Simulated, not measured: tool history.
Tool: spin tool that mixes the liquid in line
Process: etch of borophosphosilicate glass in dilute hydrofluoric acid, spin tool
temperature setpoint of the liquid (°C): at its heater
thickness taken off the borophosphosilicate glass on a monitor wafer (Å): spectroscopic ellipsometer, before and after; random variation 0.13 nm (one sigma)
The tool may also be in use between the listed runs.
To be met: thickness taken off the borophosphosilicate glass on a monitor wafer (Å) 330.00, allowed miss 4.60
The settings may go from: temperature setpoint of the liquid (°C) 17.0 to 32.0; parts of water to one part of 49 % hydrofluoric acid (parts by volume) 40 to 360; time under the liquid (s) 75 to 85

run,hour,temperature setpoint of the liquid (°C),parts of water to one part of 49 % hydrofluoric acid (parts by volume),time under the liquid (s),thickness taken off the borophosphosilicate glass on a monitor wafer (Å)
1,0.0,24.0,200,75,121.31
2,5.4,20.5,200,75,106.85
3,12.2,22.5,180,75,131.96
4,20.5,24.0,165,75,154.86
5,28.5,27.0,165,75,172.38
6,29.6,27.0,165,75,171.04
7,31.7,27.0,165,75,172.20
# hour 34.0: hydrofluoric acid flow meter replaced
8,34.0,31.0,85,75,500.89
9,41.2,30.0,85,75,483.19
10,47.5,28.5,85,75,454.12
11,51.6,27.0,85,75,432.09
12,53.2,25.5,85,75,403.60
13,61.5,21.5,85,75,342.34

5 next moves are on the table. One of them brings every result within its allowed miss. Which?
A,69.8,21.0,90,80,?
B,69.8,22.5,100,85,?
C,69.8,20.0,80,75,?
D,69.8,21.5,90,80,?
E,69.8,22.0,90,75,?

move,thickness taken off the borophosphosilicate glass on a monitor wafer (Å)
A,336.94
B,338.42
C,344.95
D,343.90
E,329.03
A: nearer than the last run, and not there yet
B: nearer than the last run, and not there yet
C: further off than the last run
D: further off than the last run
E: meets every target
Answer: E
